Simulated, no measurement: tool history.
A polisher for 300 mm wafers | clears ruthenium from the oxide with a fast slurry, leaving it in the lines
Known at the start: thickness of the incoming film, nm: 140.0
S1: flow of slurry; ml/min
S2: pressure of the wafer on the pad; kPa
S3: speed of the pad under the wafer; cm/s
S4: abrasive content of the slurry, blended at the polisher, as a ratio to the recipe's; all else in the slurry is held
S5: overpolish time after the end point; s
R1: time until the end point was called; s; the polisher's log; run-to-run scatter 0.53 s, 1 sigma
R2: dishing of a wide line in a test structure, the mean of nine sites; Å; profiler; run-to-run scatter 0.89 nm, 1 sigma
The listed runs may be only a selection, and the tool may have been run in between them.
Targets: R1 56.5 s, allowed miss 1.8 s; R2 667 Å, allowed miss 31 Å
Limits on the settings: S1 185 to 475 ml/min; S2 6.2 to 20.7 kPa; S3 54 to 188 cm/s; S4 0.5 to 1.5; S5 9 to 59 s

run 1 hour=0 | S1=305 S2=13.1 S3=120 S4=1 S5=30 | R1=46.035 R2=735.2
run 2 hour=0.8 | S1=375 S2=13.1 S3=120 S4=1 S5=30 | R1=44.977 R2=756.71
run 3 hour=4.2 | S1=370 S2=12.4 S3=120 S4=1 S5=30 | R1=47.683 R2=720.68
run 4 hour=13 | S1=435 S2=12.4 S3=120 S4=1 S5=30 | R1=46.997 R2=742.08
run 5 hour=17.1 | S1=435 S2=12.4 S3=120 S4=1 S5=20 | R1=47.017 R2=519.63
run 6 hour=25.6 | S1=390 S2=12.4 S3=120 S4=1 S5=20 | R1=47.191 R2=524.98
run 7 hour=29.5 | S1=390 S2=11.7 S3=120 S4=1 S5=22 | R1=50.246 R2=546.31
run 8 hour=34.6 | S1=390 S2=11.7 S3=120 S4=1 S5=23 | R1=50.082 R2=554.22
run 9 hour=35.9 | S1=390 S2=11.7 S3=120 S4=1 S5=24 | R1=50.555 R2=576.18
run 10 hour=38.6 | S1=390 S2=11.7 S3=120 S4=1 S5=25 | R1=50.737 R2=592.6
run 11 hour=43.1 | S1=390 S2=11.7 S3=120 S4=1 S5=25 | R1=49.751 R2=604.93
run 12 hour=47.7 | S1=390 S2=11.7 S3=120 S4=1 S5=26 | R1=50.525 R2=620.82

Exercise: of the 4 proposed moves below, exactly one satisfies all targets within the stated allowed misses. Which move is it?
run A hour=52.3 | S1=475 S2=12.4 S3=114 S4=0.85 S5=25 | R1=? R2=?
run B hour=52.3 | S1=330 S2=11 S3=136 S4=0.8 S5=30 | R1=? R2=?
run C hour=52.3 | S1=400 S2=10.3 S3=110 S4=1.2 S5=32 | R1=? R2=?
run D hour=52.3 | S1=395 S2=11.7 S3=110 S4=1.15 S5=34 | R1=? R2=?

move=A R1=52.915 R2=578.5
move=B R1=52.698 R2=674.64
move=C R1=57.152 R2=665.63
move=D R1=51.549 R2=758.43
A: closes in on the targets versus the last run, not all within tolerance yet
B: closes in on the targets versus the last run, not all within tolerance yet
C: hits every target within its allowed miss
D: closes in on the targets versus the last run, not all within tolerance yet
Answer: C
